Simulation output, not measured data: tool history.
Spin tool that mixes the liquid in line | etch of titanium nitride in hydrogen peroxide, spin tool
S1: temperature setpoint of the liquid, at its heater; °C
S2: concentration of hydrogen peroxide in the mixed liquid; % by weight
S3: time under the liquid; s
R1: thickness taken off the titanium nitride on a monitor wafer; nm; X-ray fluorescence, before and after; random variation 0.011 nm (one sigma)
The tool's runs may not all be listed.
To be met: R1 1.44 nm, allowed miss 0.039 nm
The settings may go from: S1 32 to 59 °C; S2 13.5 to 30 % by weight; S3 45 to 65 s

run  hour    S1    S2  S3       R1
  1     0    43  25.5  65   1.2537
  2     9  43.5  25.5  65   1.2995
  3  12.2  43.5  29.5  65   1.3591
  4  16.7  37.5  29.5  65  0.85772
  5    21  37.5    30  65  0.85025
  6  25.4  37.5    30  65  0.84877
  7  31.8  38.5    30  65  0.93324
  8  39.6  39.5    30  65  0.98803
  9  40.3  40.5    30  65   1.0891
 10  46.4    41    30  65   1.1105
 11  53.1  41.5    30  65   1.1507
 12  55.6    45    30  65    1.534

Which of these 5 next moves meets every target?
  A  58.1  45.5    30  65   ?
  B  58.1  48.5    30  45   ?
  C  58.1  44.5  27.5  65   ?
  D  58.1    46    30  65   ?
  E  58.1  46.5    30  60   ?

move      R1
   A  1.5702
   B  1.3556
   C  1.4297
   D  1.6295
   E  1.5608
A: further off than the last run
B: takes the result that was furthest off past its target
C: meets every target
D: further off than the last run
E: further off than the last run
The right move is C.
